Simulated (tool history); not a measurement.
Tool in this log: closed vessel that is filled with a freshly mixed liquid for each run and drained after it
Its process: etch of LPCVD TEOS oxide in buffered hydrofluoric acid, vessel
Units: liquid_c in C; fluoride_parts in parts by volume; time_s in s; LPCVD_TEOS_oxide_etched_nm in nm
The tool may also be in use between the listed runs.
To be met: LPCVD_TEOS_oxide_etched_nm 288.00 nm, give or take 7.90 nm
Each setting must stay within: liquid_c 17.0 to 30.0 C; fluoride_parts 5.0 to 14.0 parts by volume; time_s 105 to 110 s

run,hour,liquid_c,fluoride_parts,time_s,LPCVD_TEOS_oxide_etched_nm
1,0.0,22.0,8.5,105,430.11
2,8.3,20.5,9.0,105,372.68
3,11.6,19.5,9.0,105,353.30
4,16.5,18.5,9.0,105,338.69
5,19.9,18.5,9.0,105,334.61
6,22.3,18.5,9.0,110,350.39
7,25.8,18.0,9.5,110,333.43
8,29.8,17.5,10.0,110,309.79

Pick the move, out of 4, that brings all results within their allowed miss; only one does.
A,33.8,19.5,11.5,110,?
B,33.8,18.0,10.0,105,?
C,33.8,19.5,11.5,105,?
D,33.8,17.0,9.5,110,?

move,LPCVD_TEOS_oxide_etched_nm
A,302.25
B,303.78
C,288.51
D,310.53
A: gains on the last run, yet a result remains outside its allowed miss
B: gains on the last run, yet a result remains outside its allowed miss
C: hits every target within its allowed miss
D: about the same distance from the targets as the last run
Correct choice: C, which meets every target
